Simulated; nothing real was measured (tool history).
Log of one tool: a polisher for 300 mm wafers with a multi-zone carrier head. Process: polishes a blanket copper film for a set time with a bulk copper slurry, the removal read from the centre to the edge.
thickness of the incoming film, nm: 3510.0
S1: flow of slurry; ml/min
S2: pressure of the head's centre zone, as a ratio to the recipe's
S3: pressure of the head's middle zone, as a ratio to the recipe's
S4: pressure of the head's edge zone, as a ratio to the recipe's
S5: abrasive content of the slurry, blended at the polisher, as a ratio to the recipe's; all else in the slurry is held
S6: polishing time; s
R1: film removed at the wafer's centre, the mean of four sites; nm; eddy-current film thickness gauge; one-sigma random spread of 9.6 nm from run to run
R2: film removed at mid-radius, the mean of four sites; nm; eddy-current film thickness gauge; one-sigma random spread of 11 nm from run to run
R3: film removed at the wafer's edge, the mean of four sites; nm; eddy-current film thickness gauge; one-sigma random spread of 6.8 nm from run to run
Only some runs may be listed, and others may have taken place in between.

run  hour   S1    S2    S3    S4    S5  S6      R1      R2      R3
  1     0  310     1     1     1     1  85  956.04  931.36  924.95
  2   3.3  320     1  1.01  1.05  1.05  85     937  946.64  974.47
  3    11  330  1.03  1.02  1.07   1.1  85  970.16   957.9  993.03
  4  16.2  330  1.09  1.02  1.07   1.1  85  1015.9  974.16  979.99
  5  18.6  330  1.09  0.96  1.07   1.1  85  1032.9     927  993.67
  6  19.2  340  1.09  0.98  1.09  1.15  85  1042.4  950.12  1002.1
  7  21.8  340  1.09  0.98  1.09  1.15  85  1042.6  963.05  1016.2

Run 8, settings as shown, results not yet in. Your forecast:
  8  26.9  355  1.09  0.99  1.11  1.2  85   ?   ?   ?

R1: 1042.5 nm
R2: 978.92 nm
R3: 1028.5 nm

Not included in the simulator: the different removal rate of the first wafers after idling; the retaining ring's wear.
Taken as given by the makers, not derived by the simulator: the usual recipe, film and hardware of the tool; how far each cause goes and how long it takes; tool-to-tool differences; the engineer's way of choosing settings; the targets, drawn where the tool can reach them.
